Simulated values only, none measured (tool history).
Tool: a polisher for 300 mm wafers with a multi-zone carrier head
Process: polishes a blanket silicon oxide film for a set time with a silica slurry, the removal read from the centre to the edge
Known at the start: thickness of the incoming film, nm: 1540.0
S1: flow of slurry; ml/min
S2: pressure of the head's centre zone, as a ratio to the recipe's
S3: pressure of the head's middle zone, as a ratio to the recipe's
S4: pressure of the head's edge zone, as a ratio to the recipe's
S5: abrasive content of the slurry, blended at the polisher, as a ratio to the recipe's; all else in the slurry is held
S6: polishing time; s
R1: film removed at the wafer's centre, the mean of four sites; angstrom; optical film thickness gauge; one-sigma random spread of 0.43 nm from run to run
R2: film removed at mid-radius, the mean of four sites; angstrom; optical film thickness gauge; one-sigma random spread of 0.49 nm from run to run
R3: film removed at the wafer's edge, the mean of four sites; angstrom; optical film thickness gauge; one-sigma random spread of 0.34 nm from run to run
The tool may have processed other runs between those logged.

run  hour   S1    S2    S3    S4    S5  S6      R1      R2      R3
  1   0.0  265  1.00  1.00  1.00  1.00  31  704.24  682.99  719.71
  2   6.9  265  1.01  0.99  0.98  0.95  31  687.57  667.43  708.06
  3   8.1  265  1.01  0.99  0.98  0.95  36  798.91  769.92  820.58
  4  12.7  265  1.01  0.99  0.91  0.95  36  801.27  762.54  789.84
  5  19.8  270  1.03  0.98  0.90  0.90  35  771.26  738.48  734.04
  6  22.6  270  1.00  0.98  0.90  0.90  35  761.51  724.57  737.74
  7  30.2  270  1.02  0.96  0.90  0.85  34  721.07  676.84  687.66
  8  36.6  265  1.04  0.94  0.90  0.80  33  690.39  622.15  647.70
     39.4  -- edge zone pressure recalibrated
  9  39.4  265  1.05  0.93  0.89  0.75  33  673.14  601.84  596.22
 10  46.1  255  1.06  0.92  0.90  0.70  33  649.52  557.57  571.38
 11  54.6  245  1.06  0.91  0.89  0.70  33  649.28  561.01  567.95
 12  61.0  240  1.06  0.90  0.89  0.70  33  640.52  544.96  574.52

For run 13, what comes out?
 13  66.8  235  1.06  0.89  0.88  0.70  33   ?   ?   ?

R1: 634.57 angstrom
R2: 546.71 angstrom
R3: 563.64 angstrom

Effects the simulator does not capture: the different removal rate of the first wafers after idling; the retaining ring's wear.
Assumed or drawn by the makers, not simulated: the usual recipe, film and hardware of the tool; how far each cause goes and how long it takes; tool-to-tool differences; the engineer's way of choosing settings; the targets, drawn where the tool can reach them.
